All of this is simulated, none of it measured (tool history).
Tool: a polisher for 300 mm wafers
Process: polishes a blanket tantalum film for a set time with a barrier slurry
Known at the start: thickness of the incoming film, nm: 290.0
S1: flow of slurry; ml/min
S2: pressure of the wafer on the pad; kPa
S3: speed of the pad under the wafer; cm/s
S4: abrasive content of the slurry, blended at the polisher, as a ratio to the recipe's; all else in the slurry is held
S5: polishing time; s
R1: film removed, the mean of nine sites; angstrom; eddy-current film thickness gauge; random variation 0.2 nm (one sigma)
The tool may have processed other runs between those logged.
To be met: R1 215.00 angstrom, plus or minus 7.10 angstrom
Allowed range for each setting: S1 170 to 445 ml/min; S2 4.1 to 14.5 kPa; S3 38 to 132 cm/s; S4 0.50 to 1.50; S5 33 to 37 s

| run | day | S1 | S2 | S3 | S4 | S5 | R1 |
|---|---|---|---|---|---|---|---|
| 1 | 0.000 | 285 | 9.0 | 84 | 1.00 | 37 | 323.75 |
| 2 | 0.088 | 285 | 8.3 | 84 | 1.00 | 37 | 299.78 |
| 3 | 0.446 | 325 | 8.3 | 84 | 1.00 | 37 | 304.51 |
| 4 | 0.500 | 325 | 8.3 | 84 | 0.85 | 37 | 299.54 |
| 5 | 0.725 | 325 | 8.3 | 84 | 0.85 | 37 | 296.27 |
| 6 | 0.912 | 320 | 7.6 | 84 | 0.85 | 37 | 279.14 |
| 7 | 1.275 | 320 | 6.9 | 84 | 0.85 | 37 | 267.03 |
| 8 | 1.629 | 320 | 6.2 | 84 | 0.85 | 37 | 249.22 |
|  | 1.967 | slurry nozzle cleaned |
| 9 | 1.967 | 320 | 5.5 | 84 | 0.85 | 37 | 243.34 |
| 10 | 2.088 | 320 | 4.8 | 84 | 0.85 | 37 | 227.22 |

5 candidate next runs follow, results not yet known. Just one meets every target within its allowed miss. Identify it.
| A | 2.208 | 380 | 4.1 | 118 | 0.55 | 33 | ? |
| B | 2.208 | 315 | 4.8 | 84 | 0.85 | 35 | ? |
| C | 2.208 | 445 | 8.3 | 62 | 0.85 | 35 | ? |
| D | 2.208 | 325 | 6.9 | 84 | 0.65 | 33 | ? |
| E | 2.208 | 375 | 4.1 | 100 | 0.85 | 36 | ? |

| move | R1 |
|---|---|
| A | 234.56 |
| B | 215.07 |
| C | 230.97 |
| D | 232.70 |
| E | 243.33 |
A: moves away from the targets compared with the last run
B: in spec on every target
C: moves away from the targets compared with the last run
D: moves away from the targets compared with the last run
E: moves away from the targets compared with the last run
Move B is the one to make.

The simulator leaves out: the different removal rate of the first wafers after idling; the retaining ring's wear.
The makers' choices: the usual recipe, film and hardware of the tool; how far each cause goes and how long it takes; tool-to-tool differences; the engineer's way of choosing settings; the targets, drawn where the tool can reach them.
